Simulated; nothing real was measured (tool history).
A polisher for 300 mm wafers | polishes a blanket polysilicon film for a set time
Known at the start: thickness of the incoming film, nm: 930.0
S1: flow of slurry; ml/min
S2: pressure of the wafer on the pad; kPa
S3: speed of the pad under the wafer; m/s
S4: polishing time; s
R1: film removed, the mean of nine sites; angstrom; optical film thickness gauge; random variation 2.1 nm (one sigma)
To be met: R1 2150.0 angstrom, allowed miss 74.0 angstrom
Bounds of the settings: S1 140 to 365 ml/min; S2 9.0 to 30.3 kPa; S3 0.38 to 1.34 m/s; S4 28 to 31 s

run,hour,S1,S2,S3,S4,R1
1,0.0,235,19.3,0.86,31,1790.0
2,7.8,235,19.3,0.76,31,1606.6
3,16.7,235,20.7,0.76,31,1697.7
4,25.6,235,20.7,0.66,31,1483.5
5,31.4,235,22.8,0.66,31,1600.0
6,34.6,180,22.8,0.66,31,1567.2
7,41.1,185,24.8,0.66,31,1675.1
8,43.4,195,26.2,0.66,31,1750.7

Which of these 5 next moves meets every target?
A,45.7,170,27.6,0.74,30,?
B,45.7,220,27.6,0.76,31,?
C,45.7,150,25.5,0.68,29,?
D,45.7,195,28.3,0.70,31,?
E,45.7,160,24.1,0.56,28,?

move,R1
A,1963.8
B,2132.7
C,1621.9
D,1988.6
E,1251.2
A: nearer than the last run, and not there yet
B: meets every target
C: further off than the last run
D: nearer than the last run, and not there yet
E: further off than the last run
Answer: B
